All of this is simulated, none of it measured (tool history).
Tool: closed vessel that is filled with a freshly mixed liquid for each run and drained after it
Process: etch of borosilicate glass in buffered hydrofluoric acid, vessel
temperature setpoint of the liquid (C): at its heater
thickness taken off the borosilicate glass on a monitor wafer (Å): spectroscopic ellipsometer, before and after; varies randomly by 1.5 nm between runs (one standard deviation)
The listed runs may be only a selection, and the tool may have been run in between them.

run,hour,temperature setpoint of the liquid (C),parts of 40 % ammonium fluoride to one part of 49 % hydrofluoric acid (parts by volume),time in the liquid (s),thickness taken off the borosilicate glass on a monitor wafer (Å)
1,0,21,12.5,110,841.13
2,4.7,21,12.5,110,834.29
3,6.9,24.5,12.5,110,1015.2
4,11,24.5,12.5,120,1106.8
5,18.7,24.5,10,120,1376.9
6,24.1,26.5,10,120,1542.9

Run 7 comes next. What will it give?
7,27.2,27,9.5,120,?

{"run 7": {"thickness taken off the borosilicate glass on a monitor wafer (Å)": 1671.5}}
